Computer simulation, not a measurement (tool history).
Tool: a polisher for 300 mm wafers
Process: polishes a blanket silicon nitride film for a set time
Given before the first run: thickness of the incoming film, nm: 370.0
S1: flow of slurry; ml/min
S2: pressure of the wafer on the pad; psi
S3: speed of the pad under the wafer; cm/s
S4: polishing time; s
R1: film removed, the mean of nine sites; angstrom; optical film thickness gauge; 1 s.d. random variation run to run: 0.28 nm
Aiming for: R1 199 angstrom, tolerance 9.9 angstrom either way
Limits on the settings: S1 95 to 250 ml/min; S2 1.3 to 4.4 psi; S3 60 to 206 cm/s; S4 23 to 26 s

run  hour   S1   S2   S3  S4      R1
  1     0  160  2.8  132  26  367.07
  2   7.5  160  2.8  164  26  438.67
  3    11  160  2.8  164  23  390.17
  4  15.8  160  2.2  164  23   311.1
  5  21.2  160  2.2  196  23  352.04
  6  25.5  155    2  186  23  304.62
  7  31.2  150  1.8  182  23  274.11
  8  39.7  145  1.7  178  23  256.71
  9  47.4  140  1.6  174  23   235.8
 10  54.3  135  1.5  174  23  221.67
 11  61.7  130  1.5  174  23  217.69
 12  70.1  125  1.5  174  23  217.56
 13  77.3  120  1.5  174  23  212.08
 14  79.6  115  1.5  174  23   215.8

Consider the 5 candidate settings below. Which is the only one whose results all fall within their allowed miss of target?
  A  81.9   95  1.3  162  23   ?
  B  81.9  140  1.5  184  23   ?
  C  81.9  145  1.9  114  26   ?
  D  81.9  130  1.4  164  23   ?
  E  81.9   95  1.7  164  24   ?

move      R1
   A  171.49
   B  230.41
   C  229.34
   D   195.7
   E  232.71
A: pushes the last run's worst result past its target
B: lands further from the targets than the last run did
C: lands further from the targets than the last run did
D: every result lands within tolerance
E: lands further from the targets than the last run did
The move that meets every target is D.
